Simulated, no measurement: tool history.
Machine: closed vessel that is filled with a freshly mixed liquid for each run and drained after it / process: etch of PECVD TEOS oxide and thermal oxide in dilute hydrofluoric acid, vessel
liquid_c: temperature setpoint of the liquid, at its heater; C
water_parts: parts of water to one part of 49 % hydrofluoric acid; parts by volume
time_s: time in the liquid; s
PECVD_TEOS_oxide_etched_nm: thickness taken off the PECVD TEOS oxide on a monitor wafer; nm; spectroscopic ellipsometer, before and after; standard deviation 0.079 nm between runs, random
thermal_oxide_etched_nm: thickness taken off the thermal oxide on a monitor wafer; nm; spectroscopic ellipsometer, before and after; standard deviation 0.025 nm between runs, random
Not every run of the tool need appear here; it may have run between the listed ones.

{"run": 1, "day": 0.0, "liquid_c": 26.0, "water_parts": 95, "time_s": 60, "PECVD_TEOS_oxide_etched_nm": 13.358, "thermal_oxide_etched_nm": 3.3453}
{"run": 2, "day": 0.221, "liquid_c": 26.0, "water_parts": 70, "time_s": 60, "PECVD_TEOS_oxide_etched_nm": 18.746, "thermal_oxide_etched_nm": 4.6274}
{"run": 3, "day": 0.571, "liquid_c": 26.0, "water_parts": 90, "time_s": 60, "PECVD_TEOS_oxide_etched_nm": 14.166, "thermal_oxide_etched_nm": 3.5252}
{"run": 4, "day": 0.696, "liquid_c": 29.5, "water_parts": 90, "time_s": 60, "PECVD_TEOS_oxide_etched_nm": 16.118, "thermal_oxide_etched_nm": 4.0092}
{"run": 5, "day": 0.929, "liquid_c": 27.0, "water_parts": 90, "time_s": 60, "PECVD_TEOS_oxide_etched_nm": 14.733, "thermal_oxide_etched_nm": 3.6488}
{"run": 6, "day": 1.058, "liquid_c": 27.0, "water_parts": 80, "time_s": 60, "PECVD_TEOS_oxide_etched_nm": 16.764, "thermal_oxide_etched_nm": 4.1866}
{"run": 7, "day": 1.142, "liquid_c": 25.0, "water_parts": 80, "time_s": 60, "PECVD_TEOS_oxide_etched_nm": 15.384, "thermal_oxide_etched_nm": 3.8628}
{"run": 8, "day": 1.475, "liquid_c": 21.0, "water_parts": 80, "time_s": 60, "PECVD_TEOS_oxide_etched_nm": 13.129, "thermal_oxide_etched_nm": 3.2829}
{"run": 9, "day": 1.654, "liquid_c": 21.0, "water_parts": 80, "time_s": 60, "PECVD_TEOS_oxide_etched_nm": 13.136, "thermal_oxide_etched_nm": 3.2767}
{"run": 10, "day": 1.971, "liquid_c": 20.5, "water_parts": 80, "time_s": 60, "PECVD_TEOS_oxide_etched_nm": 12.904, "thermal_oxide_etched_nm": 3.2305}

Run 11 has not been measured yet. What should we expect?
{"run": 11, "day": 2.017, "liquid_c": 20.0, "water_parts": 80, "time_s": 60, "PECVD_TEOS_oxide_etched_nm": "?", "thermal_oxide_etched_nm": "?"}

{"run 11": {"PECVD_TEOS_oxide_etched_nm": 12.607, "thermal_oxide_etched_nm": 3.1578}}
